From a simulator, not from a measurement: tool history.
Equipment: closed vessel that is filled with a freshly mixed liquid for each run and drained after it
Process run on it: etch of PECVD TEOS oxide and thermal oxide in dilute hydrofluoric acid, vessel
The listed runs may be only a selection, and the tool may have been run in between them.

| run | hour | temperature setpoint of the liquid (°C) | parts of water to one part of 49 % hydrofluoric acid (parts by volume) | time in the liquid (s) | thickness taken off the PECVD TEOS oxide on a monitor wafer (nm) | thickness taken off the thermal oxide on a monitor wafer (nm) |
|---|---|---|---|---|---|---|
| 1 | 0.0 | 24.0 | 275 | 500 | 26.714 | 7.0058 |
| 2 | 6.2 | 24.0 | 180 | 500 | 45.524 | 11.9250 |
| 3 | 8.5 | 25.0 | 180 | 500 | 46.594 | 12.4090 |
| 4 | 12.1 | 22.5 | 180 | 500 | 42.717 | 11.2160 |
| 5 | 21.1 | 24.0 | 180 | 500 | 44.739 | 11.9140 |
| 6 | 23.1 | 25.0 | 180 | 500 | 46.841 | 12.3220 |
| 7 | 27.2 | 26.0 | 180 | 500 | 48.424 | 12.8700 |

Run 8 comes next. What will it give?
| 8 | 30.2 | 27.0 | 180 | 500 | ? | ? |

Logged for run 8: thickness taken off the PECVD TEOS oxide on a monitor wafer (nm) 50.462, thickness taken off the thermal oxide on a monitor wafer (nm) 13.2880.
